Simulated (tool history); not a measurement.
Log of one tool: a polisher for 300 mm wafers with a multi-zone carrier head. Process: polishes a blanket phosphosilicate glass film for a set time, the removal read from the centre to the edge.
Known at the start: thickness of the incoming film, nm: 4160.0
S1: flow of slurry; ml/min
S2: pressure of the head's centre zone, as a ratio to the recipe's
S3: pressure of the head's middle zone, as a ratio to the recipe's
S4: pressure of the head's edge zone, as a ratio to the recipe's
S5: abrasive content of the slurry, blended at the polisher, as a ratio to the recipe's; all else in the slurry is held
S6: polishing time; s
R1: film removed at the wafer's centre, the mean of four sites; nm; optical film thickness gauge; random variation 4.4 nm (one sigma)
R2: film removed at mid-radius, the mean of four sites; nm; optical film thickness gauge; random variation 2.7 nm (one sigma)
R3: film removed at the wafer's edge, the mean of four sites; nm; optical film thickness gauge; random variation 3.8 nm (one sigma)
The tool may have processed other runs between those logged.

| run | day | S1 | S2 | S3 | S4 | S5 | S6 | R1 | R2 | R3 |
|---|---|---|---|---|---|---|---|---|---|---|
| 1 | 0.000 | 245 | 1.00 | 1.00 | 1.00 | 1.00 | 69 | 410.53 | 398.06 | 396.20 |
| 2 | 0.088 | 240 | 1.00 | 1.00 | 0.98 | 1.00 | 69 | 404.04 | 402.15 | 398.11 |
| 3 | 0.204 | 240 | 1.00 | 1.00 | 0.98 | 1.20 | 69 | 424.21 | 424.98 | 426.32 |
| 4 | 0.429 | 240 | 1.00 | 1.00 | 0.96 | 1.15 | 69 | 432.74 | 421.14 | 416.94 |
| 5 | 0.675 | 240 | 1.00 | 0.92 | 0.96 | 1.15 | 69 | 421.86 | 392.76 | 413.81 |
| 6 | 0.958 | 240 | 0.96 | 0.92 | 0.96 | 1.15 | 69 | 412.27 | 387.55 | 417.15 |
| 7 | 1.196 | 235 | 0.96 | 0.93 | 0.94 | 1.10 | 69 | 406.15 | 392.27 | 396.39 |
| 8 | 1.354 | 230 | 0.96 | 0.93 | 0.93 | 1.10 | 69 | 407.26 | 388.04 | 396.92 |
| 9 | 1.454 | 225 | 0.96 | 0.94 | 0.92 | 1.10 | 69 | 399.06 | 389.20 | 388.87 |
| 10 | 1.483 | 220 | 0.96 | 0.94 | 0.91 | 1.10 | 69 | 401.02 | 391.99 | 397.38 |
| 11 | 1.625 | 220 | 0.96 | 0.94 | 0.91 | 1.10 | 69 | 400.85 | 388.00 | 389.51 |
| 12 | 1.692 | 220 | 0.96 | 0.94 | 0.91 | 1.10 | 69 | 393.47 | 391.32 | 389.39 |
| 13 | 1.846 | 220 | 0.97 | 0.94 | 0.90 | 1.05 | 69 | 400.57 | 384.30 | 385.29 |

Predict the results of run 14:
| 14 | 2.167 | 220 | 0.97 | 0.95 | 0.89 | 1.00 | 69 | ? | ? | ? |

{"run 14": {"R1": 385.57, "R2": 378.71, "R3": 380.21}}
